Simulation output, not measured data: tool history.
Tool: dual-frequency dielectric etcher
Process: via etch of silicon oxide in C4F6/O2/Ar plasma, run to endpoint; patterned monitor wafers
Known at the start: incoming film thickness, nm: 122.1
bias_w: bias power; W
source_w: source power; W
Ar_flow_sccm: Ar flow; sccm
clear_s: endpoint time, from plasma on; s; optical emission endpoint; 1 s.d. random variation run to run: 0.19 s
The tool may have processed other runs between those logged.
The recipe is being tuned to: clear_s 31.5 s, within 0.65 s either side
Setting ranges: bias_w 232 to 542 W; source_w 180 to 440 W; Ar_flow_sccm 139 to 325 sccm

run  hour  bias_w  source_w  Ar_flow_sccm  clear_s
  1     0     387       310           232   35.914
  2   6.8     417       320           231   34.637
  3   9.8     364       320           231   36.207
  4  11.4     364       350           231   34.944
  5  15.7     364       350           265   35.478
  6  17.3     364       320           265   37.027
  7  22.8     401       330           264   34.907
     27.4  -- Ar flow controller replaced
  8  27.4     423       330           264   34.476
  9  31.8     444       330           263   33.603
 10  40.7     458       330           263   33.389
 11  46.8     472       330           263   33.146
 12  52.9     484       330           263   32.843
 13  54.1     494       330           263   32.424
 14  62.6     501       330           263   32.318

Consider the 5 candidate settings below. Which is the only one whose results all fall within their allowed miss of target?
  A  71.1     463       400           211        ?
  B  71.1     491       320           240        ?
  C  71.1     472       340           253        ?
  D  71.1     501       390           273        ?
  E  71.1     498       350           253        ?

move  clear_s
   A   30.286
   B   32.805
   C   32.672
   D   30.447
   E    31.63
A: carries the result that was furthest off beyond its target, to the other side
B: moves away from the targets compared with the last run
C: moves away from the targets compared with the last run
D: carries the result that was furthest off beyond its target, to the other side
E: every result within its allowed miss
Answer: E
